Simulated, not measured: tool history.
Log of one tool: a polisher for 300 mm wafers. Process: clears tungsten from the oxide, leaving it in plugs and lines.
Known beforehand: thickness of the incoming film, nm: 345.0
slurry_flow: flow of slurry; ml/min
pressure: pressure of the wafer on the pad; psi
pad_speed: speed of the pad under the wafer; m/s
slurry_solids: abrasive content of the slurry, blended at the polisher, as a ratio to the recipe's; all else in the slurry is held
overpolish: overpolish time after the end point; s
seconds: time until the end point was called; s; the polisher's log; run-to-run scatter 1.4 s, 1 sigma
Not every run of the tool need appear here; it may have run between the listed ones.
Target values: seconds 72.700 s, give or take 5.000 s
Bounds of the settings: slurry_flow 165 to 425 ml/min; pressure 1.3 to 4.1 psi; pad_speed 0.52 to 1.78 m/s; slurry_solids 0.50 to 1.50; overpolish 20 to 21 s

run,hour,slurry_flow,pressure,pad_speed,slurry_solids,overpolish,seconds
1,0.0,275,2.7,1.14,1.00,20,102.380
2,2.6,235,2.7,1.14,1.00,20,108.550
3,3.3,245,2.9,1.16,1.00,20,100.510
4,5.9,245,2.9,1.16,0.80,20,103.570
5,13.0,250,3.1,1.18,0.80,20,96.252
6,21.9,255,3.3,1.20,0.80,20,88.467
7,29.1,260,3.4,1.20,0.80,20,85.274
8,36.2,260,3.5,1.20,0.80,20,84.292
9,44.8,260,3.6,1.20,0.80,20,79.413
10,52.2,260,3.7,1.20,0.80,20,79.073

Exactly one of the 5 candidate moves below puts every result within its allowed miss. Which one?
A,59.6,245,4.1,1.08,1.00,20,?
B,59.6,220,3.7,1.10,0.85,20,?
C,59.6,215,3.6,1.16,0.90,20,?
D,59.6,240,4.0,1.12,0.75,20,?
E,59.6,285,3.1,1.20,0.95,20,?

move,seconds
A,75.201
B,86.634
C,83.329
D,81.110
E,89.257
A: in spec on every target
B: its largest miss is bigger than the last run's
C: its largest miss is bigger than the last run's
D: its largest miss is bigger than the last run's
E: its largest miss is bigger than the last run's
A is the move that brings every result within its allowed miss.
